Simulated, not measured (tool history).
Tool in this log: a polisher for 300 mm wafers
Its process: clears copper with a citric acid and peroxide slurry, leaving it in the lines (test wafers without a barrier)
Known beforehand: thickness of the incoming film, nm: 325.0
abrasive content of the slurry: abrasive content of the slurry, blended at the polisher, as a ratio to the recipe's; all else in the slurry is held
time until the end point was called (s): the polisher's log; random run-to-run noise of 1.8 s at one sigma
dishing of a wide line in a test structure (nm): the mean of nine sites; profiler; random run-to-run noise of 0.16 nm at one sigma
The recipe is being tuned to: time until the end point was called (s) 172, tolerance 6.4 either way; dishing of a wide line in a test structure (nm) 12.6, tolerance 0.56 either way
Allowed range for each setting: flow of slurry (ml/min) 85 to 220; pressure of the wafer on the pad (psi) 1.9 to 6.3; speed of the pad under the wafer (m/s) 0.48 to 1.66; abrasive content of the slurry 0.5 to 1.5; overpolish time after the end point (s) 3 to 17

run,hour,flow of slurry (ml/min),pressure of the wafer on the pad (psi),speed of the pad under the wafer (m/s),abrasive content of the slurry,overpolish time after the end point (s),time until the end point was called (s),dishing of a wide line in a test structure (nm)
1,0,140,4.1,1.06,1,9,100.8,23.359
2,6.9,140,4.1,1.06,1,12,101.39,31.856
3,12.1,145,3.9,1.04,1,12,106.16,29.554
4,16.5,145,3.9,1.28,1,12,85.431,35.292
5,20.9,145,3.9,1.28,1,14,86.913,41.283
6,26.8,150,3.7,1.24,1,13,90.563,36.53
7,30,150,3.5,1.2,1,12,94.746,31.73
8,38.1,150,3.3,1.16,1,12,103.28,30.736
9,42.5,150,3.2,1.12,1,11,109.13,26.316
10,44.2,150,3.1,1.1,1,11,111.58,25.477
11,52.8,150,3,1.06,1,11,116.39,24.729
12,57.9,150,2.9,1.02,1,11,123.94,22.91
# hour 61: head pressure recalibrated
13,61,150,2.8,1,1,11,124.69,23.088
14,66.1,150,2.7,0.96,1,11,129.13,21.876
15,73.9,160,1.9,0.76,1,8,185.22,11.628

Consider the 4 candidate settings below. Which is the only one whose results all fall within their allowed miss of target?
A,81.7,145,1.9,0.86,1.05,8,?,?
B,81.7,140,3.4,0.64,1.3,6,?,?
C,81.7,135,3.4,0.6,1.3,7,?,?
D,81.7,180,2.1,0.66,1,10,?,?

move,time until the end point was called (s),dishing of a wide line in a test structure (nm)
A,168.91,12.527
B,165.33,9.6985
C,176.73,10.564
D,200.58,13.174
A: every result lands within tolerance
B: takes the result that was furthest off past its target
C: the worst result of the last run now meets its target, but another is out of spec
D: the biggest miss grows against the last run
A meets every target.

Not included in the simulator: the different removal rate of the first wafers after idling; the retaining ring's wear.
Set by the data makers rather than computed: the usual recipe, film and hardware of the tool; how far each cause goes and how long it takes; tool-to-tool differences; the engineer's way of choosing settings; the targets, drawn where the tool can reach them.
